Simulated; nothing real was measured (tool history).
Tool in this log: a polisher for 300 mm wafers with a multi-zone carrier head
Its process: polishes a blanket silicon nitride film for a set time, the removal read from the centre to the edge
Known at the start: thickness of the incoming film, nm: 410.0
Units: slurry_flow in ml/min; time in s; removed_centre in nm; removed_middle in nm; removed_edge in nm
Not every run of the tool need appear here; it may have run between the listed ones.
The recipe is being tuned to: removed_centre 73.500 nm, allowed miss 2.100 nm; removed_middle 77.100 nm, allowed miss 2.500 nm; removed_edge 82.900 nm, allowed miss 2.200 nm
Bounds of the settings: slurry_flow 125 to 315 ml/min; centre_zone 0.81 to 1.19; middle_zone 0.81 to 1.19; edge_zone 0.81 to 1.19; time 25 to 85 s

run  hour  slurry_flow  centre_zone  middle_zone  edge_zone  time  removed_centre  removed_middle  removed_edge
  1   0.0          205         1.00         1.00       1.00    55         159.020         158.100       157.710
  2   1.8          205         1.00         1.00       1.00    64         186.290         188.410       182.140
  3   4.8          205         1.00         1.00       1.06    64         186.760         190.680       185.880
  4  13.7          205         1.00         0.93       1.06    64         185.960         175.640       184.490
  5  14.4          235         1.00         0.93       1.06    64         191.610         184.200       188.650
  6  15.5          205         0.96         0.94       0.99    54         152.390         152.140       152.770
  7  22.7          205         0.96         0.94       0.99    54         153.750         151.180       153.200
  8  23.2          185         0.92         0.91       0.95    46         120.190         124.330       125.120
  9  29.6          170         0.90         0.89       0.95    41         102.300         106.280       112.930
 10  35.7          160         0.89         0.87       0.92    38          92.623          97.141       101.500
 11  39.2          150         0.88         0.85       0.91    36          86.034          87.386        93.114
 12  47.1          145         0.86         0.84       0.90    36          83.324          87.734        94.704
 13  55.1          140         0.86         0.83       0.89    35          80.121          82.848        89.713
 14  55.7          135         0.85         0.82       0.88    35          78.402          81.620        88.942
 15  57.6          135         0.85         0.82       0.87    35          79.865          82.681        88.858
 16  60.9          135         0.85         0.82       0.87    34          76.214          78.469        86.805
 17  63.5          135         0.85         0.82       0.87    34          76.628          79.754        86.242
 18  71.8          135         0.85         0.82       0.86    34          75.855          78.630        86.236
 19  78.4          135         0.85         0.83       0.85    34          74.743          81.467        85.391
 20  80.8          135         0.85         0.82       0.85    34          76.729          79.767        86.044
 21  81.8          130         0.83         0.81       0.82    32          68.746          71.992        78.380
 22  89.2          140         0.83         0.82       0.83    32          71.721          75.190        81.364
 23  91.4          145         0.83         0.82       0.83    32          71.661          75.862        81.543

Pick the move, out of 4, that brings all results within their allowed miss; only one does.
  A  93.6          155         0.87         0.83       0.81    31               ?               ?             ?
  B  93.6          125         0.85         0.92       0.82    32               ?               ?             ?
  C  93.6          165         0.83         0.81       0.86    32               ?               ?             ?
  D  93.6          150         0.89         0.82       0.81    31               ?               ?             ?

move  removed_centre  removed_middle  removed_edge
   A          74.658          75.822        77.809
   B          70.890          79.681        77.620
   C          74.570          78.006        82.900
   D          75.763          74.653        77.416
A: meets the target for the result that was furthest off, but another lies outside its allowed miss
B: the biggest miss grows against the last run
C: in spec on every target
D: pushes the last run's worst result past its target
So the answer is move C, the one that meets all the targets.
